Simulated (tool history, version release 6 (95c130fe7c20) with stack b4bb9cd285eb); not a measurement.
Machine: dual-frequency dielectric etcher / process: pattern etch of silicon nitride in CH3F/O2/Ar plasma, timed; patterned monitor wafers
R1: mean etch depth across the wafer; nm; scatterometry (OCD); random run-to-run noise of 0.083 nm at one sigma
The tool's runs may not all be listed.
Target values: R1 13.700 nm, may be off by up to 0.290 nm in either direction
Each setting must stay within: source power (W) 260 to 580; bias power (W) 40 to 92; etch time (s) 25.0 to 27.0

run 1 hour=0.0 | source_power_(W)=420 bias_power_(W)=66 etch_time_(s)=27.0 | R1=18.745
run 2 hour=1.5 | source_power_(W)=400 bias_power_(W)=63 etch_time_(s)=27.0 | R1=18.006
run 3 hour=6.8 | source_power_(W)=400 bias_power_(W)=63 etch_time_(s)=25.0 | R1=16.489
run 4 hour=12.9 | source_power_(W)=450 bias_power_(W)=63 etch_time_(s)=25.0 | R1=17.275
run 5 hour=16.2 | source_power_(W)=450 bias_power_(W)=74 etch_time_(s)=25.0 | R1=18.837
run 6 hour=20.2 | source_power_(W)=450 bias_power_(W)=74 etch_time_(s)=25.0 | R1=18.831
run 7 hour=28.1 | source_power_(W)=430 bias_power_(W)=71 etch_time_(s)=25.0 | R1=18.284
run 8 hour=33.1 | source_power_(W)=420 bias_power_(W)=68 etch_time_(s)=25.0 | R1=17.367
run 9 hour=38.6 | source_power_(W)=400 bias_power_(W)=67 etch_time_(s)=25.0 | R1=17.130
run 10 hour=45.7 | source_power_(W)=390 bias_power_(W)=65 etch_time_(s)=25.0 | R1=16.762
run 11 hour=46.7 | source_power_(W)=380 bias_power_(W)=63 etch_time_(s)=25.0 | R1=16.515
run 12 hour=55.1 | source_power_(W)=370 bias_power_(W)=61 etch_time_(s)=25.0 | R1=15.595
run 13 hour=62.7 | source_power_(W)=360 bias_power_(W)=61 etch_time_(s)=25.0 | R1=15.634
run 14 hour=67.9 | source_power_(W)=350 bias_power_(W)=60 etch_time_(s)=25.0 | R1=15.393
run 15 hour=76.4 | source_power_(W)=340 bias_power_(W)=59 etch_time_(s)=25.0 | R1=15.120
run 16 hour=82.5 | source_power_(W)=330 bias_power_(W)=59 etch_time_(s)=25.0 | R1=14.910
run 17 hour=89.0 | source_power_(W)=260 bias_power_(W)=54 etch_time_(s)=25.0 | R1=13.039
run 18 hour=91.7 | source_power_(W)=280 bias_power_(W)=54 etch_time_(s)=25.0 | R1=13.290

Which one of the following 4 next-run settings gets every result inside its allowed miss? There is exactly one.
run A hour=94.4 | source_power_(W)=290 bias_power_(W)=50 etch_time_(s)=25.5 | R1=?
run B hour=94.4 | source_power_(W)=280 bias_power_(W)=47 etch_time_(s)=26.0 | R1=?
run C hour=94.4 | source_power_(W)=260 bias_power_(W)=52 etch_time_(s)=25.0 | R1=?
run D hour=94.4 | source_power_(W)=260 bias_power_(W)=55 etch_time_(s)=26.0 | R1=?

move=A R1=13.208
move=B R1=12.796
move=C R1=12.729
move=D R1=13.686
A: the biggest miss grows against the last run
B: the biggest miss grows against the last run
C: the biggest miss grows against the last run
D: hits every target within its allowed miss
So the answer is move D, the one that meets all the targets.
